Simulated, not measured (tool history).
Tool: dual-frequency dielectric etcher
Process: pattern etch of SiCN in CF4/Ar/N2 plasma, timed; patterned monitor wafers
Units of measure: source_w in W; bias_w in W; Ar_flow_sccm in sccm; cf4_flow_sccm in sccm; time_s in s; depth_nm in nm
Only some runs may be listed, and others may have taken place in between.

{"run": 1, "hour": 0.0, "source_w": 300, "bias_w": 77, "Ar_flow_sccm": 97, "cf4_flow_sccm": 75, "time_s": 53, "depth_nm": 36.232}
{"run": 2, "hour": 5.8, "source_w": 290, "bias_w": 77, "Ar_flow_sccm": 97, "cf4_flow_sccm": 75, "time_s": 53, "depth_nm": 34.605}
{"run": 3, "hour": 8.3, "source_w": 290, "bias_w": 77, "Ar_flow_sccm": 97, "cf4_flow_sccm": 75, "time_s": 49, "depth_nm": 32.488}
{"run": 4, "hour": 13.5, "source_w": 280, "bias_w": 77, "Ar_flow_sccm": 97, "cf4_flow_sccm": 75, "time_s": 49, "depth_nm": 31.042}
{"run": 5, "hour": 14.4, "source_w": 280, "bias_w": 85, "Ar_flow_sccm": 97, "cf4_flow_sccm": 75, "time_s": 49, "depth_nm": 32.241}
{"run": 6, "hour": 22.3, "source_w": 280, "bias_w": 85, "Ar_flow_sccm": 97, "cf4_flow_sccm": 83, "time_s": 49, "depth_nm": 32.462}
{"run": 7, "hour": 27.4, "source_w": 270, "bias_w": 85, "Ar_flow_sccm": 97, "cf4_flow_sccm": 83, "time_s": 49, "depth_nm": 31.46}

What does the tool deliver on the next run?
{"hour": 29.9, "done": "Ar flow controller replaced"}
{"run": 8, "hour": 29.9, "source_w": 260, "bias_w": 85, "Ar_flow_sccm": 97, "cf4_flow_sccm": 83, "time_s": 49, "depth_nm": "?"}

Run 8 produced depth_nm 30.424 nm.
